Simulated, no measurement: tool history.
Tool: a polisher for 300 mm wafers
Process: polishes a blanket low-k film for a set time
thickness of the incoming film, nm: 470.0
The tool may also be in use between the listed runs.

run	hour	flow of slurry (ml/min)	pressure of the wafer on the pad (kPa)	speed of the pad under the wafer (cm/s)	abrasive content of the slurry	polishing time (s)	film removed (nm)
1	0.0	285	8.3	80	1.00	60	12.4140
2	2.9	285	8.3	80	0.90	60	12.0110
3	3.4	285	7.6	76	0.90	60	10.6110
4	4.7	285	6.9	72	0.90	60	9.4287
5	8.4	285	6.9	72	0.90	60	9.4249
6	13.5	285	8.3	72	0.90	60	11.2540
7	16.3	285	7.6	68	0.90	60	9.9029
8	17.3	285	6.9	64	0.90	60	9.0185
9	17.8	285	6.9	60	0.90	60	8.6658
# hour 26.2: conditioning disc replaced and pad reconditioned
10	26.2	285	6.9	58	0.90	60	9.1351
11	28.8	285	6.9	56	0.85	60	8.8847
12	35.7	270	6.9	54	0.80	60	8.2155
13	42.7	265	6.9	52	0.80	60	8.0818
14	44.5	260	6.9	50	0.80	60	7.8195
15	47.2	255	6.9	50	0.80	60	7.9620
16	51.1	250	6.9	48	0.80	60	7.5427

Run 17 comes next. What will it give?
17	57.8	240	6.9	48	0.80	60	?

Run 17 gave film removed (nm) 7.6775.

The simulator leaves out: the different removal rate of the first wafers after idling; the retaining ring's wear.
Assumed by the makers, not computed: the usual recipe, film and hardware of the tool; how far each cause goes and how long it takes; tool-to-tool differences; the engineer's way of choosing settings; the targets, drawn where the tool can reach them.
